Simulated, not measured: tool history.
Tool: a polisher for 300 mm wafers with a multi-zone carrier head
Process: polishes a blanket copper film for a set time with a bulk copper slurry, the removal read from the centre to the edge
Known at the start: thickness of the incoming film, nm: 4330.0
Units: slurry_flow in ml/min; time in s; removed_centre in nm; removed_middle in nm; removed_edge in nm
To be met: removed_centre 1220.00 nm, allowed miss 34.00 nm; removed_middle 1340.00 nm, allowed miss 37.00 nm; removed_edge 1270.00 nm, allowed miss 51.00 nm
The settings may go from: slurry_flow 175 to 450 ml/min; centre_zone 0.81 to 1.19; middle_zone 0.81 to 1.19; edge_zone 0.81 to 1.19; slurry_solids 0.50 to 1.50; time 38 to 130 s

run,hour,slurry_flow,centre_zone,middle_zone,edge_zone,slurry_solids,time,removed_centre,removed_middle,removed_edge
1,0.0,290,1.00,1.00,1.00,1.00,84,903.16,887.38,877.91
2,6.3,290,1.00,1.01,1.02,1.05,86,930.75,935.83,920.29
3,14.2,290,1.00,1.01,0.97,1.05,86,924.92,936.26,872.22
4,23.2,290,1.00,1.01,0.97,1.05,79,856.93,862.20,840.46
# hour 29.9: worn pad replaced by a new one
5,29.9,290,1.00,0.93,0.97,1.05,79,906.35,863.43,893.69
6,32.1,295,0.99,0.93,0.96,1.10,82,950.68,901.86,911.79
7,41.0,220,0.99,1.03,1.06,1.35,100,1161.10,1214.10,1198.50
8,49.4,220,0.99,1.03,1.06,1.35,100,1166.70,1206.90,1180.70

Which of these 4 next moves meets every target?
A,57.8,240,0.84,1.13,0.95,1.20,112,?,?,?
B,57.8,300,0.97,1.08,1.08,1.10,108,?,?,?
C,57.8,185,0.91,0.83,1.19,1.20,106,?,?,?
D,57.8,210,1.06,1.07,1.05,1.15,95,?,?,?

move,removed_centre,removed_middle,removed_edge
A,1105.50,1443.30,1244.30
B,1232.60,1336.20,1272.30
C,1111.60,1036.50,1306.50
D,1165.60,1148.80,1093.60
A: takes the result that was furthest off past its target
B: meets every target
C: further off than the last run
D: further off than the last run
The right move is B.
